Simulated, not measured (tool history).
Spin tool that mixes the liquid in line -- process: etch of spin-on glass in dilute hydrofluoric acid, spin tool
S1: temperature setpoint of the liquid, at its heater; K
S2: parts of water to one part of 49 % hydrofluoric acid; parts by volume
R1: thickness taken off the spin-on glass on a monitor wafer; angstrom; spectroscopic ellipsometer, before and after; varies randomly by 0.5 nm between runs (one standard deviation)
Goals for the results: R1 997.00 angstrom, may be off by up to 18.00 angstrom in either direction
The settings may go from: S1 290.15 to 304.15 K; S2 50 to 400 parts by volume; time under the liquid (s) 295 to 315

{"run": 1, "hour": 0.0, "S1": 296.15, "S2": 225, "time under the liquid (s)": 295, "R1": 455.63}
{"run": 2, "hour": 2.1, "S1": 296.15, "S2": 225, "time under the liquid (s)": 295, "R1": 452.92}
{"run": 3, "hour": 10.0, "S1": 296.15, "S2": 280, "time under the liquid (s)": 295, "R1": 344.39}
{"run": 4, "hour": 13.9, "S1": 296.15, "S2": 280, "time under the liquid (s)": 295, "R1": 342.05}
{"run": 5, "hour": 22.9, "S1": 298.15, "S2": 240, "time under the liquid (s)": 295, "R1": 451.07}
{"run": 6, "hour": 30.3, "S1": 299.65, "S2": 210, "time under the liquid (s)": 295, "R1": 560.48}
{"run": 7, "hour": 32.6, "S1": 303.65, "S2": 120, "time under the liquid (s)": 295, "R1": 1262.1}
{"run": 8, "hour": 34.5, "S1": 299.65, "S2": 120, "time under the liquid (s)": 295, "R1": 1092.6}
{"run": 9, "hour": 39.7, "S1": 299.15, "S2": 120, "time under the liquid (s)": 295, "R1": 1063.8}
{"run": 10, "hour": 44.4, "S1": 298.65, "S2": 120, "time under the liquid (s)": 295, "R1": 1052.7}
{"run": 11, "hour": 50.0, "S1": 298.65, "S2": 120, "time under the liquid (s)": 295, "R1": 1041.8}

Below are 5 possible settings for the next run. Only one of them brings all results inside the allowed miss of their targets. Which is it?
{"run": "A", "hour": 55.6, "S1": 299.15, "S2": 120, "time under the liquid (s)": 295, "R1": "?"}
{"run": "B", "hour": 55.6, "S1": 300.15, "S2": 130, "time under the liquid (s)": 305, "R1": "?"}
{"run": "C", "hour": 55.6, "S1": 298.65, "S2": 130, "time under the liquid (s)": 310, "R1": "?"}
{"run": "D", "hour": 55.6, "S1": 299.15, "S2": 120, "time under the liquid (s)": 300, "R1": "?"}
{"run": "E", "hour": 55.6, "S1": 298.15, "S2": 120, "time under the liquid (s)": 315, "R1": "?"}

move=A R1=1073.30
move=B R1=1050.70
move=C R1=1008.90
move=D R1=1091.50
move=E R1=1102.80
A: misses by more than the last run did
B: misses by more than the last run did
C: all results land within tolerance of their targets
D: misses by more than the last run did
E: misses by more than the last run did
The right move is C.

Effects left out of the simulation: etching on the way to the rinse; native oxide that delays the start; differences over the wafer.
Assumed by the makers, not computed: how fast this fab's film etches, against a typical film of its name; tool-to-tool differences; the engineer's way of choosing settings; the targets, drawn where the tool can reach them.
